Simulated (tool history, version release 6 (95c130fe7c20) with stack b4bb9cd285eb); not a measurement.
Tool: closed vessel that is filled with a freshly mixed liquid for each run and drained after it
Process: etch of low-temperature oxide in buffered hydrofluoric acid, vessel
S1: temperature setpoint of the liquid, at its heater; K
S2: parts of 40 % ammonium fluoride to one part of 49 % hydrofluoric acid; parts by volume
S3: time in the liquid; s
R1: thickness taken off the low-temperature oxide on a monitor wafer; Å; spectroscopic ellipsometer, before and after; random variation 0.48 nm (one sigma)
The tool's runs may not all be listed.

run 1 day=0 | S1=295.15 S2=11.5 S3=35 | R1=784.74
run 2 day=0.362 | S1=295.15 S2=14.5 S3=35 | R1=622.75
run 3 day=0.692 | S1=292.65 S2=14.5 S3=35 | R1=539.37
run 4 day=0.946 | S1=293.65 S2=14 S3=35 | R1=597.74
run 5 day=1.192 | S1=294.65 S2=13.5 S3=35 | R1=652.83
run 6 day=1.358 | S1=294.65 S2=13.5 S3=30 | R1=559.34
run 7 day=1.712 | S1=295.65 S2=13 S3=30 | R1=614.5
run 8 day=1.775 | S1=299.65 S2=9.5 S3=30 | R1=1003.1
run 9 day=2.042 | S1=303.15 S2=7.5 S3=30 | R1=1554.1
run 10 day=2.242 | S1=301.65 S2=7.5 S3=30 | R1=1431.7

The next listed run, before its measurement:
run 11 day=2.35 | S1=301.15 S2=7.5 S3=30 | R1=?

R1: 1395.4 Å

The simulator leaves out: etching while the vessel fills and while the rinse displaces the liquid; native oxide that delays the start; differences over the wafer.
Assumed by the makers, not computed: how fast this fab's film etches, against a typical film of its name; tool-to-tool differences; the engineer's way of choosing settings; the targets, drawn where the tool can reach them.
